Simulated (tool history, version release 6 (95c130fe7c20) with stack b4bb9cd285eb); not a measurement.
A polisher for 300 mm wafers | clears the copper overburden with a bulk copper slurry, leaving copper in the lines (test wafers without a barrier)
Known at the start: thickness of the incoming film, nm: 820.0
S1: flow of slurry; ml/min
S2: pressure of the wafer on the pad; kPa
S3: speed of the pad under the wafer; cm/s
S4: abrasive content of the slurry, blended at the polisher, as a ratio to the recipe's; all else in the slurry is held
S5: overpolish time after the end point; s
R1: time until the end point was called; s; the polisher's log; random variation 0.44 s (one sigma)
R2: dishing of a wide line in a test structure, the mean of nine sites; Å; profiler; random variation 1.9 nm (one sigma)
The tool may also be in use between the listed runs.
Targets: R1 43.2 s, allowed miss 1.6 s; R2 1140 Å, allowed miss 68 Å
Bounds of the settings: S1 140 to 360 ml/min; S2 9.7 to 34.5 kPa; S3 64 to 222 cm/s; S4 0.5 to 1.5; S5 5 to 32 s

Run 1, hour 0: S1 230 ml/min, S2 22.1 kPa, S3 142 cm/s, S4 1, S5 16 s. Result: R1 68.798 s, R2 942.2 Å.
Run 2, hour 6.8: S1 230 ml/min, S2 22.1 kPa, S3 142 cm/s, S4 1.15, S5 16 s. Result: R1 66.383 s, R2 938.18 Å.
Run 3, hour 10.5: S1 230 ml/min, S2 24.8 kPa, S3 142 cm/s, S4 1.15, S5 15 s. Result: R1 59.593 s, R2 981.44 Å.
Run 4, hour 19.2: S1 230 ml/min, S2 26.9 kPa, S3 142 cm/s, S4 1.15, S5 15 s. Result: R1 56.983 s, R2 996.24 Å.
Run 5, hour 22.7: S1 230 ml/min, S2 26.9 kPa, S3 158 cm/s, S4 1.15, S5 15 s. Result: R1 51.58 s, R2 1020.9 Å.
Run 6, hour 27.3: S1 230 ml/min, S2 28.3 kPa, S3 158 cm/s, S4 1.15, S5 15 s. Result: R1 50.259 s, R2 1038.9 Å.
Run 7, hour 31.8: S1 230 ml/min, S2 29.6 kPa, S3 158 cm/s, S4 1.15, S5 15 s. Result: R1 48.031 s, R2 1068.6 Å.
Run 8, hour 40.2: S1 230 ml/min, S2 30.3 kPa, S3 158 cm/s, S4 1.15, S5 15 s. Result: R1 47.413 s, R2 1102 Å.
Run 9, hour 46.4: S1 230 ml/min, S2 31 kPa, S3 158 cm/s, S4 1.15, S5 15 s. Result: R1 46.699 s, R2 1089.9 Å.
Run 10, hour 53.6: S1 230 ml/min, S2 31.7 kPa, S3 158 cm/s, S4 1.15, S5 15 s. Result: R1 46.266 s, R2 1093.2 Å.

Which of these 5 next moves meets every target?
Run A, hour 60.8: S1 150 ml/min, S2 33.8 kPa, S3 192 cm/s, S4 1.05, S5 25 s. Result: R1 ?, R2 ?.
Run B, hour 60.8: S1 260 ml/min, S2 34.5 kPa, S3 144 cm/s, S4 1, S5 23 s. Result: R1 ?, R2 ?.
Run C, hour 60.8: S1 200 ml/min, S2 33.8 kPa, S3 180 cm/s, S4 1.25, S5 19 s. Result: R1 ?, R2 ?.
Run D, hour 60.8: S1 235 ml/min, S2 30.3 kPa, S3 170 cm/s, S4 1.3, S5 17 s. Result: R1 ?, R2 ?.
Run E, hour 60.8: S1 305 ml/min, S2 31.7 kPa, S3 186 cm/s, S4 1.05, S5 28 s. Result: R1 ?, R2 ?.

move      R1      R2
   A  38.218  1318.6
   B  46.747  1259.9
   C  38.299    1259
   D  43.045  1171.5
   E  39.365  1318.3
A: takes the result that was furthest off past its target
B: further off than the last run
C: takes the result that was furthest off past its target
D: meets every target
E: takes the result that was furthest off past its target
Answer: D
